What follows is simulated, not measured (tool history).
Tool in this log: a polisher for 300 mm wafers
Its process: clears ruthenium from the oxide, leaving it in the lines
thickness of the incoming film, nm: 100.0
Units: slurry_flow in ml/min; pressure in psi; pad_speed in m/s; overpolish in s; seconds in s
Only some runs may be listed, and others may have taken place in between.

| run | day | slurry_flow | pressure | pad_speed | overpolish | seconds |
|---|---|---|---|---|---|---|
| 1 | 0.000 | 310 | 2.5 | 1.28 | 8 | 47.132 |
| 2 | 0.288 | 310 | 2.8 | 1.28 | 8 | 42.269 |
| 3 | 0.650 | 310 | 2.3 | 1.26 | 8 | 49.858 |
| 4 | 0.992 | 310 | 2.0 | 1.20 | 8 | 54.315 |
| 5 | 1.338 | 310 | 2.0 | 1.20 | 6 | 55.129 |
| 6 | 1.692 | 310 | 2.0 | 1.20 | 6 | 55.932 |
| 7 | 1.792 | 310 | 1.8 | 1.12 | 6 | 62.346 |

What will run 8 give?
| 8 | 1.992 | 310 | 1.6 | 1.08 | 6 | ? |

{"run 8": {"seconds": 68.56}}
